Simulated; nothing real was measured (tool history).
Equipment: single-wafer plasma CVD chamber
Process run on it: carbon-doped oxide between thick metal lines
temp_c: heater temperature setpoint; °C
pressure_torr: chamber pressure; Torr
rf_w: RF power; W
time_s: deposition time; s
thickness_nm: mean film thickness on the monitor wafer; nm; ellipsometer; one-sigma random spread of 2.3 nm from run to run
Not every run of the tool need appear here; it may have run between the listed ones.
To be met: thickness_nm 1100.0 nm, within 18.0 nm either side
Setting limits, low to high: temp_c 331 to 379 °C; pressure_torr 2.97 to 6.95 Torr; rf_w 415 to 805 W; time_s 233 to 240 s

run,hour,temp_c,pressure_torr,rf_w,time_s,thickness_nm
1,0.0,355,4.96,610,233,1221.2
2,5.5,355,4.96,540,233,1135.2
3,7.0,356,4.89,540,233,1128.2
4,15.0,357,4.84,540,233,1121.6
5,18.0,357,4.84,540,233,1121.1
6,24.2,357,5.53,540,233,1156.8
7,29.8,359,5.44,540,233,1143.1
8,31.3,360,5.38,540,233,1137.4

Of the 5 settings listed for the next run, only one would bring every result within its allowed miss of target. Which one?
A,32.8,370,5.15,500,233,?
B,32.8,349,6.95,445,240,?
C,32.8,364,5.52,555,233,?
D,32.8,362,4.57,525,233,?
E,32.8,367,5.08,500,233,?

move,thickness_nm
A,1049.4
B,1094.4
C,1151.3
D,1073.7
E,1053.3
A: takes the result that was furthest off past its target
B: all results land within tolerance of their targets
C: lands further from the targets than the last run did
D: takes the result that was furthest off past its target
E: takes the result that was furthest off past its target
The right move is B.
